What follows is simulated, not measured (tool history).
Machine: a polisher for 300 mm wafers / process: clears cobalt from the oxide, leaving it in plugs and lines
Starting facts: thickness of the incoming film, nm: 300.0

| run | hour | flow of slurry (ml/min) | pressure of the wafer on the pad (kPa) | speed of the pad under the wafer (m/s) | overpolish time after the end point (s) | time until the end point was called (s) | dishing of a wide line in a test structure (angstrom) |
|---|---|---|---|---|---|---|---|
| 1 | 0 | 185 | 9.7 | 1.22 | 15 | 67.698 | 295.09 |
| 2 | 7.9 | 185 | 8.3 | 1.22 | 15 | 79.35 | 278.93 |
| 3 | 13.3 | 145 | 8.3 | 1.22 | 15 | 81.885 | 273.77 |
| 4 | 19.7 | 145 | 9.7 | 1.24 | 13 | 71.278 | 273.58 |
| 5 | 24.5 | 150 | 11 | 1.26 | 12 | 60.49 | 300.68 |
| 6 | 25.5 | 170 | 11 | 1.26 | 12 | 59.536 | 298.29 |
| 7 | 33.4 | 180 | 11.7 | 1.28 | 10 | 53.68 | 281.92 |
| 8 | 40 | 185 | 12.4 | 1.28 | 9 | 49.96 | 268.27 |
| 9 | 41.2 | 190 | 13.1 | 1.28 | 9 | 49.815 | 277.43 |
| 10 | 46.5 | 185 | 15.2 | 1.5 | 5 | 36.114 | 235.71 |

The next listed run, before its measurement:
| 11 | 49.3 | 185 | 15.2 | 1.48 | 6 | ? | ? |

Run 11 produced time until the end point was called (s) 36.283, dishing of a wide line in a test structure (angstrom) 257.71.

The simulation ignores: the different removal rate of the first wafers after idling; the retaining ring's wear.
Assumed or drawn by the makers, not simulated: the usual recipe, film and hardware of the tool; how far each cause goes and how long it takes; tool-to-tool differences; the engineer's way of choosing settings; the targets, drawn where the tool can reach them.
